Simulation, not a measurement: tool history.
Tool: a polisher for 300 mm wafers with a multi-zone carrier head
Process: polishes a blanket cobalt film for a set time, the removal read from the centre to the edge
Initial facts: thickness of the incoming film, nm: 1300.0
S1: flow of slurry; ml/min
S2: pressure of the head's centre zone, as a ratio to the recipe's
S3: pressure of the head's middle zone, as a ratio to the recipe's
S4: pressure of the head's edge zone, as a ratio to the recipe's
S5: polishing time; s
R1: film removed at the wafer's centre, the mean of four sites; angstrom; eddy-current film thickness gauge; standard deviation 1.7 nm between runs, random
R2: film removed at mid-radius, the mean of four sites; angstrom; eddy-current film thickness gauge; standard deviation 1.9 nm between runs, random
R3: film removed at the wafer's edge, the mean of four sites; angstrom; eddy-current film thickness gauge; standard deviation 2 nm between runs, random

run  hour   S1    S2    S3    S4  S5      R1      R2      R3
  1   0.0  235  1.00  1.00  1.00  40  1359.8  1341.2  1354.2
  2   8.6  240  1.01  1.02  1.02  41  1417.6  1395.7  1405.4
  3  16.2  285  1.01  1.02  1.02  41  1438.9  1428.9  1476.5
  4  17.9  290  1.02  1.04  1.02  42  1503.3  1472.3  1466.5
  5  20.0  290  1.02  1.04  1.02  49  1731.4  1726.6  1716.9
  6  26.9  290  1.02  0.99  1.02  49  1727.9  1663.2  1690.3
  7  33.1  295  1.02  1.01  1.03  49  1744.3  1717.4  1735.0
  8  38.1  300  1.03  1.03  1.04  49  1774.0  1691.3  1779.3

What will run 9 give?
  9  44.1  300  1.03  1.05  1.04  49   ?   ?   ?

R1: 1771.7 angstrom
R2: 1753.8 angstrom
R3: 1728.5 angstrom

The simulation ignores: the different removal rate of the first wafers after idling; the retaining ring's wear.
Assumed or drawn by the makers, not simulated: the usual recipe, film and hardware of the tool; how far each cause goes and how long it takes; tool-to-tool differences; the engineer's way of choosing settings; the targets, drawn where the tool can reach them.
